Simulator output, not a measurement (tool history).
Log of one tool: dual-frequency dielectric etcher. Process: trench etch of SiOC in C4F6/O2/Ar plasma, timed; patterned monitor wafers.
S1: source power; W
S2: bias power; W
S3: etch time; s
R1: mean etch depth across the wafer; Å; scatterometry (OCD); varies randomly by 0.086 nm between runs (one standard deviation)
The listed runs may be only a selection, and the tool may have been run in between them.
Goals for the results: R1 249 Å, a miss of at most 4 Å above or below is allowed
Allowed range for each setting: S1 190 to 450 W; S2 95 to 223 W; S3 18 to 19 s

run	hour	S1	S2	S3	R1
1	0	320	159	18	309.48
2	3.3	300	152	18	299.02
3	9.9	280	145	18	290.74
4	11.9	250	145	18	281.63
5	13.9	250	145	19	294.44
6	20.3	250	145	19	293.32
7	22.1	240	137	19	286.73
8	24.8	240	137	19	284.36
9	31.6	230	131	19	277.65
10	33.3	220	126	19	269.73
11	35.2	210	123	19	264.53
12	42.7	210	120	19	261.75
13	49.8	210	120	19	262.09
14	55	210	118	19	261.32
15	61.3	210	116	19	259.13
16	65.1	210	115	19	259.25
17	68.5	210	114	19	258.68
18	74.4	210	113	19	257.5
19	80.7	210	112	19	258.03
20	81.9	210	111	19	254.38

Which of these 4 next moves meets every target?
A	83.1	230	106	19	?
B	83.1	260	104	18.5	?
C	83.1	190	133	18.5	?
D	83.1	200	125	18	?

move	R1
A	258.36
B	259.89
C	256.13
D	247.73
A: further off than the last run
B: further off than the last run
C: further off than the last run
D: all results in spec
Go with D: it meets all targets.
